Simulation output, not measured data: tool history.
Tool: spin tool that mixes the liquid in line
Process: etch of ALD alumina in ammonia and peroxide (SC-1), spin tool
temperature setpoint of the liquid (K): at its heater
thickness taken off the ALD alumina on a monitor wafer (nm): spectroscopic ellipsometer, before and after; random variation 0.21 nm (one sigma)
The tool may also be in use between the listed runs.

| run | hour | temperature setpoint of the liquid (K) | parts of 29 % ammonia solution to one part of 30 % peroxide (parts by volume) | time under the liquid (s) | thickness taken off the ALD alumina on a monitor wafer (nm) |
|---|---|---|---|---|---|
| 1 | 0 | 335.15 | 0.55 | 260 | 30.079 |
| 2 | 7.7 | 333.15 | 0.55 | 260 | 27.006 |
| 3 | 14.4 | 331.65 | 0.55 | 260 | 24.777 |
| 4 | 16.4 | 330.65 | 0.55 | 260 | 23.564 |
| 5 | 24.7 | 330.15 | 0.55 | 260 | 23.389 |
| 6 | 28.9 | 324.65 | 0.55 | 260 | 16.974 |
| 7 | 32.2 | 326.15 | 0.55 | 260 | 18.685 |
| 8 | 39.2 | 327.15 | 0.55 | 260 | 19.78 |

The next listed run, before its measurement:
| 9 | 47.7 | 327.65 | 0.55 | 260 | ? |

Run 9 gave thickness taken off the ALD alumina on a monitor wafer (nm) 19.968.
